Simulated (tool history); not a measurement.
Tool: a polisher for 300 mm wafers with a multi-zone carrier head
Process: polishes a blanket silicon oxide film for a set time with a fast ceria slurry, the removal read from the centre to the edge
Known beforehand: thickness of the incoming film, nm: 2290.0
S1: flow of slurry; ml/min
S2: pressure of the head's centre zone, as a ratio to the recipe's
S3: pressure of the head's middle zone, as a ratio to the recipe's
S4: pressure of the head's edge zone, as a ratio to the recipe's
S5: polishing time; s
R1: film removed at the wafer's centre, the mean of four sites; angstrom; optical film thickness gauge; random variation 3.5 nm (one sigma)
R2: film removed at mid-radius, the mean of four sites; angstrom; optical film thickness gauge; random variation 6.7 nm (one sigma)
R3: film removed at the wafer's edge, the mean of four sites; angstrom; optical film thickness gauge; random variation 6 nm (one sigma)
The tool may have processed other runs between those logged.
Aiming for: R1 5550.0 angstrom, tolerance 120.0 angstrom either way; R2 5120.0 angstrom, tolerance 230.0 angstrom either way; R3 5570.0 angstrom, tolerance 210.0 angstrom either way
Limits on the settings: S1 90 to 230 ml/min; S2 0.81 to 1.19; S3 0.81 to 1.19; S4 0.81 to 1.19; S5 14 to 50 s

run	hour	S1	S2	S3	S4	S5	R1	R2	R3
1	0.0	150	1.00	1.00	1.00	32	5064.6	4821.3	4783.7
2	0.5	155	1.00	1.00	1.02	32	5073.4	4970.0	4816.6
3	7.4	160	1.00	0.98	1.04	32	5107.8	5017.3	4986.8
4	14.6	160	1.00	0.91	1.04	32	5178.2	4612.7	4944.8
5	18.0	190	1.00	0.91	1.04	32	5348.2	4863.3	4948.9
6	19.6	190	1.00	0.86	1.04	32	5298.6	4498.7	5030.8
7	23.7	190	1.00	0.86	1.06	32	5266.2	4593.5	5029.5
8	31.9	190	1.00	0.86	1.08	32	5286.6	4486.3	5023.7
9	38.9	190	0.99	0.87	1.09	32	5284.8	4508.6	5111.1
10	44.8	220	0.97	0.97	1.16	32	5350.9	5150.3	5441.8
11	53.3	225	0.98	0.96	1.18	32	5357.6	5113.5	5448.2

Exercise: of the 4 proposed moves below, exactly one satisfies all targets within the stated allowed misses. Which move is it?
A	61.8	215	0.97	1.05	1.12	31	?	?	?
B	61.8	210	1.01	1.02	1.16	31	?	?	?
C	61.8	230	0.99	0.99	1.16	30	?	?	?
D	61.8	185	0.98	0.94	1.15	34	?	?	?

move	R1	R2	R3
A	5217.7	5367.1	5172.7
B	5331.4	5218.7	5256.2
C	5163.2	4985.0	5135.2
D	5613.7	5244.0	5665.3
A: its largest miss is bigger than the last run's
B: its largest miss is bigger than the last run's
C: its largest miss is bigger than the last run's
D: in spec on every target
So the answer is move D, the one that meets all the targets.

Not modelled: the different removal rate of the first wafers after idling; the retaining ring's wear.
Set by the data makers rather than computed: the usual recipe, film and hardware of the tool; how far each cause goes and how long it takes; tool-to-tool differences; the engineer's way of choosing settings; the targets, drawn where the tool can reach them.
